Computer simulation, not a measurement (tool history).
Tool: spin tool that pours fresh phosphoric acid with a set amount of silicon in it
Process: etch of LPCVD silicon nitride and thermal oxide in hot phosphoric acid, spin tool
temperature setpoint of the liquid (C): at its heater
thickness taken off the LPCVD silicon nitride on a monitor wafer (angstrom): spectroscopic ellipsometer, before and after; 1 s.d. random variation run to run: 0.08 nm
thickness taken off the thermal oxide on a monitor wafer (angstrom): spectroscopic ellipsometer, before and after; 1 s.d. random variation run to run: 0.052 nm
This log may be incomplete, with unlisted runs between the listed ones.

run	hour	temperature setpoint of the liquid (C)	silicon dissolved in the acid as it is poured (mg a litre)	time under the liquid (s)	thickness taken off the LPCVD silicon nitride on a monitor wafer (angstrom)	thickness taken off the thermal oxide on a monitor wafer (angstrom)
1	0.0	164.0	25.5	85	86.829	0.96451
2	8.4	162.5	25.5	85	83.396	2.00620
3	14.5	160.5	25.5	85	77.479	1.53060
4	21.6	160.5	17.5	85	76.378	1.85810
5	24.2	162.0	15.0	90	87.194	1.76000
6	28.6	161.0	15.0	90	83.135	2.23180

Run 7 comes next. What will it give?
7	37.0	162.5	11.0	90	?	?

thickness taken off the LPCVD silicon nitride on a monitor wafer (angstrom): 88.031
thickness taken off the thermal oxide on a monitor wafer (angstrom): 2.54330
